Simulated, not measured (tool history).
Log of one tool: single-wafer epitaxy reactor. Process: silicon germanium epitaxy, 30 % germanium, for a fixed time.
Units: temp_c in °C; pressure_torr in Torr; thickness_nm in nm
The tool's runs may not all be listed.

{"run": 1, "hour": 0.0, "temp_c": 585, "pressure_torr": 25.5, "thickness_nm": 46.426}
{"run": 2, "hour": 7.3, "temp_c": 585, "pressure_torr": 29.8, "thickness_nm": 48.914}
{"run": 3, "hour": 12.4, "temp_c": 585, "pressure_torr": 32.9, "thickness_nm": 50.607}
{"run": 4, "hour": 15.6, "temp_c": 594, "pressure_torr": 32.9, "thickness_nm": 60.851}
{"run": 5, "hour": 17.9, "temp_c": 591, "pressure_torr": 32.8, "thickness_nm": 56.913}
{"run": 6, "hour": 25.6, "temp_c": 588, "pressure_torr": 32.7, "thickness_nm": 53.812}
{"run": 7, "hour": 29.5, "temp_c": 586, "pressure_torr": 32.6, "thickness_nm": 50.979}

Forecast run 8:
{"run": 8, "hour": 30.3, "temp_c": 574, "pressure_torr": 32.2, "thickness_nm": "?"}

{"run 8": {"thickness_nm": 39.785}}
